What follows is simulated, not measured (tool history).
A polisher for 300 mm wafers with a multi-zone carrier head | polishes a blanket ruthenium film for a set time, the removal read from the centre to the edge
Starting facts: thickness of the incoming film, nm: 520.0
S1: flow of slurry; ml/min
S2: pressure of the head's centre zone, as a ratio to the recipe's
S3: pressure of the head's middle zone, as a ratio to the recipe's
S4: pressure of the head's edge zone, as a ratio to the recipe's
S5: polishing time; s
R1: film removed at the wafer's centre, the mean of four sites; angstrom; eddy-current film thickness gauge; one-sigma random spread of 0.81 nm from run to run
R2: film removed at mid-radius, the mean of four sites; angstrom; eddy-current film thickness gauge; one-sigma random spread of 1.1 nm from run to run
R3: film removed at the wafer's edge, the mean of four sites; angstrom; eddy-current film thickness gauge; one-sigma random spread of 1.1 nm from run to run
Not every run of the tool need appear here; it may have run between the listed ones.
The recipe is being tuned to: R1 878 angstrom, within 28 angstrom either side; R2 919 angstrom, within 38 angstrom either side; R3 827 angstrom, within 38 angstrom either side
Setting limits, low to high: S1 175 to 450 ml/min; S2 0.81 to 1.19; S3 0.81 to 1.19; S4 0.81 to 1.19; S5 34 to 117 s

run 1 day=0 | S1=290 S2=1 S3=1 S4=1 S5=75 | R1=626.06 R2=622.28 R3=624.6
run 2 day=0.067 | S1=295 S2=1.02 S3=1.03 S4=1.02 S5=79 | R1=655.17 R2=665.86 R3=653.24
run 3 day=0.125 | S1=300 S2=1.03 S3=1.05 S4=1.02 S5=83 | R1=702.91 R2=717.31 R3=694.05
run 4 day=0.396 | S1=260 S2=1.03 S3=1.05 S4=1.02 S5=83 | R1=700.16 R2=690.94 R3=665.39
run 5 day=0.529 | S1=285 S2=1.05 S3=1.07 S4=1.02 S5=85 | R1=733.55 R2=719.8 R3=719.92
run 6 day=0.792 | S1=275 S2=1.04 S3=1.09 S4=0.99 S5=88 | R1=745.04 R2=768.24 R3=707.08
run 7 day=1.158 | S1=290 S2=1.06 S3=1.11 S4=0.99 S5=89 | R1=783.59 R2=795.14 R3=721.6
run 8 day=1.275 | S1=305 S2=1.07 S3=1.12 S4=1 S5=90 | R1=793.85 R2=813.05 R3=734.17

Consider the 4 candidate settings below. Which is the only one whose results all fall within their allowed miss of target?
run A day=1.392 | S1=355 S2=1.03 S3=1.07 S4=1.07 S5=77 | R1=? R2=? R3=?
run B day=1.392 | S1=310 S2=1.04 S3=1.11 S4=1 S5=102 | R1=? R2=? R3=?
run C day=1.392 | S1=310 S2=1.13 S3=1.17 S4=0.97 S5=101 | R1=? R2=? R3=?
run D day=1.392 | S1=295 S2=1.07 S3=1.03 S4=1.11 S5=97 | R1=? R2=? R3=?

move=A R1=676.28 R2=686.61 R3=668.62
move=B R1=892.12 R2=926.53 R3=847.84
move=C R1=960.79 R2=959.56 R3=826.68
move=D R1=867.52 R2=822.06 R3=846.56
A: its largest miss is bigger than the last run's
B: hits every target within its allowed miss
C: carries the result that was furthest off beyond its target, to the other side
D: brings the last run's worst result on target, with another outside its allowed miss
So the answer is move B, the one that meets all the targets.
